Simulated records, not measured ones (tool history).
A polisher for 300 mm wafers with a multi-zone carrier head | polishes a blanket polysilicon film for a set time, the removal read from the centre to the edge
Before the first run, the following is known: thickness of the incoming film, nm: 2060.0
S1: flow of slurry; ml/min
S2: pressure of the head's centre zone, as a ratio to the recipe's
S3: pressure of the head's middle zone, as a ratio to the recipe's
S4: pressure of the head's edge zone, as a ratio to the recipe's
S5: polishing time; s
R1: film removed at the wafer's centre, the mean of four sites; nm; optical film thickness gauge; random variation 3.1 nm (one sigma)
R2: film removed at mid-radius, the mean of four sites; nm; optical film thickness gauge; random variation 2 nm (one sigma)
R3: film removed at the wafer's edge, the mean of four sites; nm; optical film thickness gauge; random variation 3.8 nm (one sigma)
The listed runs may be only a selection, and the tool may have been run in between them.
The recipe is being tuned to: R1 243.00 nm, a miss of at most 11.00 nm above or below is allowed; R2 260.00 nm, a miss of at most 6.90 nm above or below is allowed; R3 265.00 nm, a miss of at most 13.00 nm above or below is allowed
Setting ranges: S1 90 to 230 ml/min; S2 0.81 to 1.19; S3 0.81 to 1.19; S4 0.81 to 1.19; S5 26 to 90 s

{"run": 1, "hour": 0.0, "S1": 150, "S2": 1.0, "S3": 1.0, "S4": 1.0, "S5": 58, "R1": 460.92, "R2": 453.92, "R3": 454.98}
{"run": 2, "hour": 4.1, "S1": 145, "S2": 0.98, "S3": 0.99, "S4": 0.98, "S5": 54, "R1": 408.12, "R2": 413.76, "R3": 416.63}
{"run": 3, "hour": 13.0, "S1": 140, "S2": 0.97, "S3": 0.98, "S4": 0.96, "S5": 51, "R1": 385.16, "R2": 386.01, "R3": 391.03}
{"run": 4, "hour": 17.8, "S1": 135, "S2": 0.95, "S3": 0.97, "S4": 0.94, "S5": 48, "R1": 340.56, "R2": 355.83, "R3": 365.8}
{"run": 5, "hour": 18.8, "S1": 135, "S2": 0.95, "S3": 1.03, "S4": 0.94, "S5": 48, "R1": 359.02, "R2": 373.92, "R3": 365.64}
{"run": 6, "hour": 20.2, "S1": 135, "S2": 0.94, "S3": 1.02, "S4": 0.92, "S5": 45, "R1": 322.6, "R2": 343.75, "R3": 337.65}
{"hour": 27.2, "done": "worn pad replaced by a new one"}
{"run": 7, "hour": 27.2, "S1": 135, "S2": 0.94, "S3": 1.01, "S4": 0.91, "S5": 43, "R1": 325.7, "R2": 352.9, "R3": 351.15}
{"run": 8, "hour": 29.8, "S1": 130, "S2": 0.94, "S3": 1.02, "S4": 0.94, "S5": 41, "R1": 313.25, "R2": 331.71, "R3": 326.08}
{"run": 9, "hour": 34.1, "S1": 125, "S2": 0.94, "S3": 1.01, "S4": 0.94, "S5": 39, "R1": 295.74, "R2": 315.47, "R3": 305.94}
{"run": 10, "hour": 36.5, "S1": 95, "S2": 0.85, "S3": 0.91, "S4": 0.87, "S5": 36, "R1": 222.59, "R2": 245.46, "R3": 265.1}
{"run": 11, "hour": 38.2, "S1": 100, "S2": 0.86, "S3": 0.92, "S4": 0.86, "S5": 36, "R1": 231.38, "R2": 247.04, "R3": 263.54}

Of the 4 settings listed for the next run, only one would bring every result within its allowed miss of target. Which one?
{"run": "A", "hour": 39.9, "S1": 130, "S2": 0.81, "S3": 0.86, "S4": 0.93, "S5": 37, "R1": "?", "R2": "?", "R3": "?"}
{"run": "B", "hour": 39.9, "S1": 95, "S2": 0.82, "S3": 0.93, "S4": 0.86, "S5": 40, "R1": "?", "R2": "?", "R3": "?"}
{"run": "C", "hour": 39.9, "S1": 95, "S2": 0.93, "S3": 0.99, "S4": 0.9, "S5": 36, "R1": "?", "R2": "?", "R3": "?"}
{"run": "D", "hour": 39.9, "S1": 115, "S2": 0.87, "S3": 1.0, "S4": 0.81, "S5": 36, "R1": "?", "R2": "?", "R3": "?"}

move=A R1=253.36 R2=263.41 R3=288.35
move=B R1=248.46 R2=276.45 R3=284.32
move=C R1=248.98 R2=262.06 R3=259.61
move=D R1=252.53 R2=281.24 R3=261.40
A: brings the last run's worst result on target, with another outside its allowed miss
B: moves the result that the last run missed by most past its target, out the other side
C: each result inside its tolerance
D: moves the result that the last run missed by most past its target, out the other side
So the answer is move C, the one that meets all the targets.

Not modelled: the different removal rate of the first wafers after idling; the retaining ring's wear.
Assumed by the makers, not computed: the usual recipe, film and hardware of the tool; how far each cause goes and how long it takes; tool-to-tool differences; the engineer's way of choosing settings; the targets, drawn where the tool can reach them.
